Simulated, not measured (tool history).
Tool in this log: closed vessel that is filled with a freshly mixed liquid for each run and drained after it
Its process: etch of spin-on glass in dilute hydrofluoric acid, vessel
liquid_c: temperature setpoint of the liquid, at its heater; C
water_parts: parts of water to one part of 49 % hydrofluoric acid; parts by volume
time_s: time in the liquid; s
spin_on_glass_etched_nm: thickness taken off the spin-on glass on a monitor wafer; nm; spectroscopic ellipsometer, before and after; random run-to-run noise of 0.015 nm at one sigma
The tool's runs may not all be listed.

Run 1, day 0.000: liquid_c 24.0 C, water_parts 225 parts by volume, time_s 30 s. Result: spin_on_glass_etched_nm 3.8085 nm.
Run 2, day 0.275: liquid_c 23.0 C, water_parts 225 parts by volume, time_s 30 s. Result: spin_on_glass_etched_nm 3.6485 nm.
Run 3, day 0.488: liquid_c 21.5 C, water_parts 225 parts by volume, time_s 30 s. Result: spin_on_glass_etched_nm 3.4601 nm.
Run 4, day 0.604: liquid_c 23.5 C, water_parts 225 parts by volume, time_s 30 s. Result: spin_on_glass_etched_nm 3.7148 nm.
Run 5, day 0.850: liquid_c 23.5 C, water_parts 225 parts by volume, time_s 30 s. Result: spin_on_glass_etched_nm 3.7327 nm.
Run 6, day 1.208: liquid_c 23.5 C, water_parts 225 parts by volume, time_s 30 s. Result: spin_on_glass_etched_nm 3.7220 nm.
Run 7, day 1.558: liquid_c 23.5 C, water_parts 225 parts by volume, time_s 30 s. Result: spin_on_glass_etched_nm 3.7260 nm.
Run 8, day 1.896: liquid_c 22.5 C, water_parts 225 parts by volume, time_s 30 s. Result: spin_on_glass_etched_nm 3.5948 nm.

Run 9 has not been measured yet. What should we expect?
Run 9, day 2.158: liquid_c 21.5 C, water_parts 225 parts by volume, time_s 30 s. Result: spin_on_glass_etched_nm ?.

Run 9 produced spin_on_glass_etched_nm 3.4870 nm.
